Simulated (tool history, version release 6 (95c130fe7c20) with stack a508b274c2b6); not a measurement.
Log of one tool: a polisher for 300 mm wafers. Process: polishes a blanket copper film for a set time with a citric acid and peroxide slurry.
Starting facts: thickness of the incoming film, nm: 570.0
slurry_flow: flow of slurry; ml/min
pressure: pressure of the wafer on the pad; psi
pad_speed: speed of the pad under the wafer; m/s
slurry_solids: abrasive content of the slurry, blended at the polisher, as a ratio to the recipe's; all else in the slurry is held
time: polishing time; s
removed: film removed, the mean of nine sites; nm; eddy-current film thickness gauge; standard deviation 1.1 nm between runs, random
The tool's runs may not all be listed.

run	hour	slurry_flow	pressure	pad_speed	slurry_solids	time	removed
1	0.0	130	2.4	0.96	1.0	106	168.76
2	3.5	125	2.4	0.96	1.0	106	167.93
3	4.1	120	2.4	0.96	1.0	106	164.94
4	7.0	120	2.6	0.96	1.0	106	173.92
5	8.9	120	2.3	0.96	1.0	106	161.09
6	16.6	120	2.3	0.96	1.0	111	168.27
7	25.5	115	2.3	0.96	1.0	111	167.44
8	26.9	110	2.3	0.96	1.0	111	165.96

For run 9, what comes out?
9	31.1	105	2.3	0.96	1.0	111	?

{"run 9": {"removed": 163.63}}
